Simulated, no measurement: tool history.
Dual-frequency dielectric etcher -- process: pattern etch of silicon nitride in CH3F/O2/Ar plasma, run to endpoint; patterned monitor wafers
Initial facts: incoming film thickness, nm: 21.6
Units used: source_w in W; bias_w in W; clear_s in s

run,hour,source_w,bias_w,clear_s
1,0.0,450,101,24.345
2,5.5,470,102,24.015
3,10.1,410,102,25.137
4,14.2,410,91,25.944
5,15.8,380,91,26.794
6,21.8,410,93,26.067
7,23.8,410,93,25.893
8,27.9,500,111,22.852

For run 9, what comes out?
9,28.7,510,112,?

clear_s: 23.149 s

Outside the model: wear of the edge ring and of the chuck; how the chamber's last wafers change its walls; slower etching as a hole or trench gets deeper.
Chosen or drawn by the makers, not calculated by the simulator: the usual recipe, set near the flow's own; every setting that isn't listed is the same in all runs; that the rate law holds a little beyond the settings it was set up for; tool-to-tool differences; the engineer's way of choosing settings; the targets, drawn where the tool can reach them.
